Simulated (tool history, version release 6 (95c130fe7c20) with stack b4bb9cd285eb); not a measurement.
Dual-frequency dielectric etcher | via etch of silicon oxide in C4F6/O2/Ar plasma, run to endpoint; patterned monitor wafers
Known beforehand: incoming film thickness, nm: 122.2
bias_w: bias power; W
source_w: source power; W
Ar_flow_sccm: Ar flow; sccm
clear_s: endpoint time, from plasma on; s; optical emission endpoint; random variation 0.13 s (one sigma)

run	hour	bias_w	source_w	Ar_flow_sccm	clear_s
1	0	462	370	285	28.827
2	4.8	462	430	285	26.897
3	8.2	513	430	285	26.016
4	15.6	587	430	285	24.841
5	18.1	544	410	288	26.311
6	24.7	544	410	257	25.736
7	29.1	544	410	257	25.608
8	29.9	508	390	260	27.066
9	37.2	476	380	262	28.033
10	43.9	448	370	263	28.756
11	50.3	425	360	264	30.089
12	56.2	410	360	264	30.318
13	62	397	360	264	30.624
14	69.4	397	360	264	30.771
15	74.2	397	360	264	30.573
16	82.7	385	360	264	30.977
17	90.8	376	360	264	31.028

For run 18, what comes out?
18	99.6	367	360	264	?

{"run 18": {"clear_s": 31.358}}
